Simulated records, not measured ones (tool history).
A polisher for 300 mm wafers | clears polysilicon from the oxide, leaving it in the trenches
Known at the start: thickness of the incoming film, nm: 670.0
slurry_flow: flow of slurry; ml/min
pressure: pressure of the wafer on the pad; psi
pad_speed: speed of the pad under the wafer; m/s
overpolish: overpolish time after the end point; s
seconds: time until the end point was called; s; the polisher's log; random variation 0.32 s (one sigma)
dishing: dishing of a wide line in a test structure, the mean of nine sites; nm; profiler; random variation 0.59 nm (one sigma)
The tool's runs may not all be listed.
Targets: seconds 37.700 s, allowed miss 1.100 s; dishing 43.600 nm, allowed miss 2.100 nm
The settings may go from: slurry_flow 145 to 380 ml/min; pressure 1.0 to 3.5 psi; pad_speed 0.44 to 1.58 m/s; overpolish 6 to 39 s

run 1 day=0.000 | slurry_flow=245 pressure=2.2 pad_speed=1.00 overpolish=20 | seconds=66.278 dishing=46.701
run 2 day=0.242 | slurry_flow=210 pressure=2.2 pad_speed=1.00 overpolish=20 | seconds=69.121 dishing=48.057
run 3 day=0.475 | slurry_flow=210 pressure=2.2 pad_speed=0.84 overpolish=20 | seconds=81.630 dishing=47.168
run 4 day=0.646 | slurry_flow=210 pressure=2.2 pad_speed=1.06 overpolish=20 | seconds=65.054 dishing=47.200
run 5 day=0.792 | slurry_flow=210 pressure=2.2 pad_speed=1.06 overpolish=14 | seconds=64.518 dishing=45.767
-- day=1.129 slurry nozzle cleaned
run 6 day=1.129 | slurry_flow=225 pressure=2.3 pad_speed=1.06 overpolish=13 | seconds=57.004 dishing=46.040
run 7 day=1.400 | slurry_flow=240 pressure=2.3 pad_speed=1.06 overpolish=12 | seconds=56.746 dishing=45.198
run 8 day=1.692 | slurry_flow=310 pressure=2.9 pad_speed=1.08 overpolish=6 | seconds=45.433 dishing=38.818
run 9 day=1.717 | slurry_flow=300 pressure=3.0 pad_speed=1.08 overpolish=7 | seconds=44.542 dishing=42.257
run 10 day=1.917 | slurry_flow=300 pressure=3.1 pad_speed=1.08 overpolish=7 | seconds=43.539 dishing=42.121

4 next moves are on the table. One of them brings every result within its allowed miss. Which?
run A day=2.117 | slurry_flow=255 pressure=3.3 pad_speed=1.30 overpolish=7 | seconds=? dishing=?
run B day=2.117 | slurry_flow=290 pressure=3.0 pad_speed=1.36 overpolish=7 | seconds=? dishing=?
run C day=2.117 | slurry_flow=315 pressure=2.9 pad_speed=1.42 overpolish=7 | seconds=? dishing=?
run D day=2.117 | slurry_flow=310 pressure=3.5 pad_speed=1.12 overpolish=7 | seconds=? dishing=?

move=A seconds=35.304 dishing=44.163
move=B seconds=35.870 dishing=44.021
move=C seconds=35.012 dishing=44.236
move=D seconds=38.204 dishing=43.419
A: takes the result that was furthest off past its target
B: takes the result that was furthest off past its target
C: takes the result that was furthest off past its target
D: meets every target
Move D is the one to make.

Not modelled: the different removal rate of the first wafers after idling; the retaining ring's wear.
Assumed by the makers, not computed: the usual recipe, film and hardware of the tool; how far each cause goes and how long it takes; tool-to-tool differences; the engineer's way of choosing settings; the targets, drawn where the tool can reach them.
